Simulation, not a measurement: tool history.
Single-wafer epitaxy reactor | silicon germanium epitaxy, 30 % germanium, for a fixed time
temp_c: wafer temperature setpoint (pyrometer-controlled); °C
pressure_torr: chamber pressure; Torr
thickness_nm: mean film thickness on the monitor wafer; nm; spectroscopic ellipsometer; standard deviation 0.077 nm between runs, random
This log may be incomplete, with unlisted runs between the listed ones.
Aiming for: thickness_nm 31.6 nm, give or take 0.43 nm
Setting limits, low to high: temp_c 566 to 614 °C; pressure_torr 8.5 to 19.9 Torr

Run 1, hour 0: temp_c 590 °C, pressure_torr 14.2 Torr. Result: thickness_nm 41.288 nm.
Run 2, hour 2.6: temp_c 590 °C, pressure_torr 16.6 Torr. Result: thickness_nm 43.528 nm.
Run 3, hour 10.1: temp_c 588 °C, pressure_torr 16.6 Torr. Result: thickness_nm 41.858 nm.
Run 4, hour 17.9: temp_c 586 °C, pressure_torr 16.6 Torr. Result: thickness_nm 40.455 nm.
Run 5, hour 25.4: temp_c 584 °C, pressure_torr 16.6 Torr. Result: thickness_nm 38.887 nm.
Run 6, hour 27.3: temp_c 584 °C, pressure_torr 18.5 Torr. Result: thickness_nm 40.494 nm.
Run 7, hour 32.7: temp_c 582 °C, pressure_torr 18.5 Torr. Result: thickness_nm 38.748 nm.
Run 8, hour 36.2: temp_c 580 °C, pressure_torr 18.5 Torr. Result: thickness_nm 37.423 nm.
Run 9, hour 38.1: temp_c 579 °C, pressure_torr 18.5 Torr. Result: thickness_nm 36.69 nm.
Run 10, hour 43.9: temp_c 578 °C, pressure_torr 18.5 Torr. Result: thickness_nm 36.008 nm.
Run 11, hour 49.5: temp_c 577 °C, pressure_torr 18.5 Torr. Result: thickness_nm 35.405 nm.
Run 12, hour 51.1: temp_c 577 °C, pressure_torr 18.5 Torr. Result: thickness_nm 35.284 nm.
Run 13, hour 53.5: temp_c 577 °C, pressure_torr 18.5 Torr. Result: thickness_nm 35.346 nm.
Run 14, hour 57.2: temp_c 576 °C, pressure_torr 18.5 Torr. Result: thickness_nm 34.762 nm.
Run 15, hour 64.6: temp_c 570 °C, pressure_torr 18.5 Torr. Result: thickness_nm 30.877 nm.

Below are 4 possible settings for the next run. Only one of them brings all results inside the allowed miss of their targets. Which is it?
Run A, hour 72: temp_c 571 °C, pressure_torr 18.6 Torr. Result: thickness_nm ?.
Run B, hour 72: temp_c 569 °C, pressure_torr 19 Torr. Result: thickness_nm ?.
Run C, hour 72: temp_c 570 °C, pressure_torr 17.9 Torr. Result: thickness_nm ?.
Run D, hour 72: temp_c 569 °C, pressure_torr 18.8 Torr. Result: thickness_nm ?.

move  thickness_nm
   A        31.486
   B         30.51
   C         30.47
   D        30.397
A: every result lands within tolerance
B: lands further from the targets than the last run did
C: lands further from the targets than the last run did
D: lands further from the targets than the last run did
A meets every target.
